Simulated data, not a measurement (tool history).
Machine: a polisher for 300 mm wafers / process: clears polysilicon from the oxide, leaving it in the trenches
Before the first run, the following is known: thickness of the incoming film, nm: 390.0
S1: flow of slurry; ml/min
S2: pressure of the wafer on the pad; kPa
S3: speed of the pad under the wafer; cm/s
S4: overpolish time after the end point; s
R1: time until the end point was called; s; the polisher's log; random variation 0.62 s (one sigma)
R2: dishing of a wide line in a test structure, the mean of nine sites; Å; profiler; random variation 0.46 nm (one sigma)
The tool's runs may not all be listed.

| run | hour | S1 | S2 | S3 | S4 | R1 | R2 |
|---|---|---|---|---|---|---|---|
| 1 | 0 | 180 | 23.4 | 122 | 19 | 19.267 | 498.66 |
| 2 | 8.3 | 180 | 21.4 | 118 | 17 | 21.717 | 497.6 |
| 3 | 11.2 | 140 | 21.4 | 118 | 17 | 21.986 | 493.88 |
| 4 | 19 | 135 | 20 | 114 | 15 | 24.711 | 492.87 |
| 5 | 19.8 | 130 | 18.6 | 112 | 14 | 26.953 | 489.02 |
| 6 | 25.5 | 130 | 18.6 | 102 | 14 | 28.371 | 477.84 |
| 7 | 27.3 | 125 | 18.6 | 94 | 13 | 31.638 | 481.3 |
| 8 | 29.8 | 125 | 18.6 | 90 | 12 | 32.622 | 461.54 |
| 9 | 31.6 | 130 | 18.6 | 84 | 11 | 34.954 | 448.08 |
| 10 | 39.9 | 140 | 18.6 | 82 | 10 | 34.653 | 444.58 |
| 11 | 41.2 | 150 | 17.9 | 80 | 9 | 37.659 | 424.15 |

Run 12 comes next. What will it give?
| 12 | 49.5 | 155 | 17.9 | 80 | 9 | ? | ? |

Run 12 measured R1 37.421 s, R2 415.76 Å.

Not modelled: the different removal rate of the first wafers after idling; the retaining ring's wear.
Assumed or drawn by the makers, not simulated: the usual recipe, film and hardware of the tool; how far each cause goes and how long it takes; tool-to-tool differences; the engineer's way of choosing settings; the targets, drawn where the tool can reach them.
